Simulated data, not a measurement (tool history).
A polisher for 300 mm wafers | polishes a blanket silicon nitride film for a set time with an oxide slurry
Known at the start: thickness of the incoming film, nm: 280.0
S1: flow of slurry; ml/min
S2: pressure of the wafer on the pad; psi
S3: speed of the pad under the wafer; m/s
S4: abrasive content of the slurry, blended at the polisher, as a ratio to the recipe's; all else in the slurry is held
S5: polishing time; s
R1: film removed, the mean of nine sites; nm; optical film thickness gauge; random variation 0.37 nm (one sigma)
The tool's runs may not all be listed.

run	day	S1	S2	S3	S4	S5	R1
1	0.000	280	3.7	1.16	1.00	44	38.334
2	0.108	280	3.8	1.16	1.00	44	39.014
3	0.217	280	3.2	1.16	1.00	44	33.643
4	0.408	330	3.2	1.16	1.00	44	33.784
5	0.575	295	3.2	1.16	1.00	44	33.793
6	0.900	295	3.2	1.16	1.15	44	37.460
7	1.079	295	3.3	1.16	1.15	44	38.173

The next listed run, before its measurement:
8	1.450	295	3.4	1.16	1.15	44	?

{"run 8": {"R1": 39.247}}
